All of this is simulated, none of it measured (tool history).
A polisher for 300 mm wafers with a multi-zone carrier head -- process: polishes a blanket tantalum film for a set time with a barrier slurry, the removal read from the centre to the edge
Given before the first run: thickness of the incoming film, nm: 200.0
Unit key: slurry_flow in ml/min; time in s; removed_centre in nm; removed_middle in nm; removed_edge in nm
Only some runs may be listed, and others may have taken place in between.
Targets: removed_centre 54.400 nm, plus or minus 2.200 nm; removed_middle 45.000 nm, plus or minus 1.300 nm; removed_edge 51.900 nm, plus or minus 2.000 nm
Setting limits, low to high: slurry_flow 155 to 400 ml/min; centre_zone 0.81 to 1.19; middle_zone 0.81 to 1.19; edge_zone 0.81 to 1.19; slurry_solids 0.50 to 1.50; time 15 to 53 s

run,hour,slurry_flow,centre_zone,middle_zone,edge_zone,slurry_solids,time,removed_centre,removed_middle,removed_edge
1,0.0,255,1.00,1.00,1.00,1.00,34,73.039,71.664,71.803
2,8.9,250,1.00,0.97,0.99,0.90,33,68.330,65.553,65.530
3,14.8,245,1.00,0.94,1.01,0.85,32,63.832,61.329,63.453
4,15.9,245,1.00,0.94,1.01,1.05,32,69.345,64.073,68.588
5,18.3,245,1.00,0.94,1.01,1.05,26,57.001,52.321,56.749
6,27.1,220,1.00,0.94,1.01,1.05,26,56.260,51.675,55.856
7,30.6,215,1.00,0.92,1.00,1.05,26,55.536,50.593,54.344
8,32.9,210,1.00,0.90,1.00,1.05,26,54.956,49.372,54.432
9,33.8,205,1.01,0.89,1.00,1.05,26,56.030,49.005,54.190
10,35.2,200,1.01,0.88,1.00,1.05,26,56.430,48.514,54.649
11,43.8,195,1.01,0.87,0.99,1.05,26,54.871,47.443,54.629
12,48.5,190,1.02,0.87,0.98,1.05,26,56.032,47.236,54.332
13,49.8,190,1.02,0.87,0.97,1.05,26,55.805,48.261,53.082
14,52.0,185,1.02,0.86,0.97,1.05,26,55.939,46.953,53.616

Consider the 4 candidate settings below. Which is the only one whose results all fall within their allowed miss of target?
A,54.2,185,0.98,0.82,0.99,1.00,29,?,?,?
B,54.2,180,1.05,0.86,1.00,0.90,26,?,?,?
C,54.2,255,0.96,0.84,0.95,1.20,25,?,?,?
D,54.2,195,0.97,0.90,0.92,0.95,27,?,?,?

move,removed_centre,removed_middle,removed_edge
A,58.505,49.656,60.139
B,54.321,44.641,52.362
C,53.846,47.371,54.717
D,53.492,49.328,53.463
A: moves away from the targets compared with the last run
B: all results in spec
C: moves away from the targets compared with the last run
D: moves away from the targets compared with the last run
The right move is B.

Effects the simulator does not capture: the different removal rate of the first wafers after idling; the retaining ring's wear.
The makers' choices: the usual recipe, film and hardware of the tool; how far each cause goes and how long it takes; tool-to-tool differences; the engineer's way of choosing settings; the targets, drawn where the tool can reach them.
